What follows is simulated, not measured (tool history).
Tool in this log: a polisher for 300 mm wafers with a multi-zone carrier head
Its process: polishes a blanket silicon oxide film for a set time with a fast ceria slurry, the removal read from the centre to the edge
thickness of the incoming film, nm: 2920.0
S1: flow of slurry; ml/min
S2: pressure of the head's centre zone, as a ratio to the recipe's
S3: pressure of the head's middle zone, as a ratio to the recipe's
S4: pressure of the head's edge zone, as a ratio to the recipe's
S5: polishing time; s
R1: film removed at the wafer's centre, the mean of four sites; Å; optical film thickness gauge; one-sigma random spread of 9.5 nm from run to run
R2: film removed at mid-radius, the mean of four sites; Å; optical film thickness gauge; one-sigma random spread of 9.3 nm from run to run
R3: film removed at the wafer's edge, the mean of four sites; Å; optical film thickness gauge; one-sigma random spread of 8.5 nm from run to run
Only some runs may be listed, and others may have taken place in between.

{"run": 1, "hour": 0.0, "S1": 180, "S2": 1, "S3": 1, "S4": 1, "S5": 58, "R1": 10131, "R2": 9994.8, "R3": 10303}
{"run": 2, "hour": 1.9, "S1": 160, "S2": 1, "S3": 1, "S4": 1, "S5": 58, "R1": 9826.3, "R2": 9799.8, "R3": 10113}
{"run": 3, "hour": 7.8, "S1": 190, "S2": 1.02, "S3": 1.01, "S4": 1, "S5": 58, "R1": 10496, "R2": 10250, "R3": 10326}
{"run": 4, "hour": 13.3, "S1": 190, "S2": 1.02, "S3": 1.01, "S4": 1.05, "S5": 58, "R1": 10420, "R2": 10227, "R3": 10489}
{"run": 5, "hour": 21.2, "S1": 190, "S2": 1.09, "S3": 1.01, "S4": 1.05, "S5": 58, "R1": 11054, "R2": 10138, "R3": 10656}
{"run": 6, "hour": 22.1, "S1": 190, "S2": 1.06, "S3": 1.01, "S4": 1.05, "S5": 58, "R1": 10813, "R2": 10257, "R3": 10601}
{"run": 7, "hour": 23.6, "S1": 205, "S2": 1.07, "S3": 1.02, "S4": 1.05, "S5": 58, "R1": 10969, "R2": 10373, "R3": 10623}

Expected results for the next run?
{"run": 8, "hour": 24.9, "S1": 220, "S2": 1.08, "S3": 1.03, "S4": 1.05, "S5": 58, "R1": "?", "R2": "?", "R3": "?"}

R1: 11136 Å
R2: 10438 Å
R3: 10800 Å

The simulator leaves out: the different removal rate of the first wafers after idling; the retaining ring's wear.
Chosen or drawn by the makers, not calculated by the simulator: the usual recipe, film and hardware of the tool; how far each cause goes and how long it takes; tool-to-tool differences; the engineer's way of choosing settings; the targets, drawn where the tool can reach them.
